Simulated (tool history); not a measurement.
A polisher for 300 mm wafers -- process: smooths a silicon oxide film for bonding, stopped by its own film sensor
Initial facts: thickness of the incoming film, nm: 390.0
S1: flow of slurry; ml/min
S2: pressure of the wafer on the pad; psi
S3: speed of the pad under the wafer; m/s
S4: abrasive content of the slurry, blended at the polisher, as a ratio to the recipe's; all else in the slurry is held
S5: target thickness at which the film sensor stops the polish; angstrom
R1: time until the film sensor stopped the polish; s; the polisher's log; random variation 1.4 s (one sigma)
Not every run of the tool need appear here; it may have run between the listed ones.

Run 1, day 0.000: S1 265 ml/min, S2 1.8 psi, S3 1.04 m/s, S4 1.0, S5 2890 angstrom. Result: R1 136.88 s.
Run 2, day 0.225: S1 315 ml/min, S2 1.8 psi, S3 1.04 m/s, S4 1.0, S5 2890 angstrom. Result: R1 132.87 s.
Run 3, day 0.508: S1 260 ml/min, S2 1.8 psi, S3 1.04 m/s, S4 1.0, S5 2890 angstrom. Result: R1 136.91 s.
Run 4, day 0.804: S1 260 ml/min, S2 1.8 psi, S3 1.04 m/s, S4 1.0, S5 2840 angstrom. Result: R1 142.62 s.
Run 5, day 1.171: S1 260 ml/min, S2 1.8 psi, S3 1.04 m/s, S4 0.9, S5 2840 angstrom. Result: R1 151.71 s.
Run 6, day 1.379: S1 260 ml/min, S2 2.1 psi, S3 1.04 m/s, S4 0.9, S5 2840 angstrom. Result: R1 127.97 s.
Run 7, day 1.525: S1 260 ml/min, S2 2.0 psi, S3 1.04 m/s, S4 0.9, S5 2840 angstrom. Result: R1 136.24 s.
Run 8, day 1.546: S1 260 ml/min, S2 2.0 psi, S3 1.04 m/s, S4 0.9, S5 2840 angstrom. Result: R1 133.29 s.

Forecast run 9:
Run 9, day 1.721: S1 260 ml/min, S2 2.0 psi, S3 1.04 m/s, S4 0.9, S5 2840 angstrom. Result: R1 ?.

{"run 9": {"R1": 134.53}}
